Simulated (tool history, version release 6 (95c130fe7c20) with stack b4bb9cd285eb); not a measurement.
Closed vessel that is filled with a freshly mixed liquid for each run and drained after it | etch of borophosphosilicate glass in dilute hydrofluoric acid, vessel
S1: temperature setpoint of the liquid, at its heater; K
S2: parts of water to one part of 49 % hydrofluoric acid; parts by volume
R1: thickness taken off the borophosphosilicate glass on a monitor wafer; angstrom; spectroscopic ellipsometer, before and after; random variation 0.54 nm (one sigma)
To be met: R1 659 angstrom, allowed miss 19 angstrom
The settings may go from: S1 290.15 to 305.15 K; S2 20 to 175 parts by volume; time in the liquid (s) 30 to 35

{"run": 1, "hour": 0.0, "S1": 297.15, "S2": 95, "time in the liquid (s)": 35, "R1": 295.21}
{"run": 2, "hour": 5.5, "S1": 298.65, "S2": 95, "time in the liquid (s)": 35, "R1": 310.53}
{"run": 3, "hour": 14.3, "S1": 295.15, "S2": 95, "time in the liquid (s)": 35, "R1": 275.47}
{"run": 4, "hour": 21.9, "S1": 297.15, "S2": 85, "time in the liquid (s)": 35, "R1": 340}
{"run": 5, "hour": 27.9, "S1": 299.15, "S2": 80, "time in the liquid (s)": 35, "R1": 388.41}
{"run": 6, "hour": 28.8, "S1": 300.65, "S2": 75, "time in the liquid (s)": 35, "R1": 443.93}
{"run": 7, "hour": 29.6, "S1": 301.65, "S2": 70, "time in the liquid (s)": 35, "R1": 497.33}
{"run": 8, "hour": 34.3, "S1": 302.65, "S2": 65, "time in the liquid (s)": 35, "R1": 560.89}

4 next moves are on the table. One of them brings every result within its allowed miss. Which?
{"run": "A", "hour": 39.0, "S1": 301.65, "S2": 50, "time in the liquid (s)": 30, "R1": "?"}
{"run": "B", "hour": 39.0, "S1": 304.65, "S2": 55, "time in the liquid (s)": 30, "R1": "?"}
{"run": "C", "hour": 39.0, "S1": 300.15, "S2": 65, "time in the liquid (s)": 35, "R1": "?"}
{"run": "D", "hour": 39.0, "S1": 304.65, "S2": 60, "time in the liquid (s)": 35, "R1": "?"}

move=A R1=623.71
move=B R1=632.8
move=C R1=516.14
move=D R1=671.44
A: nearer than the last run, and not there yet
B: nearer than the last run, and not there yet
C: further off than the last run
D: meets every target
Answer: D
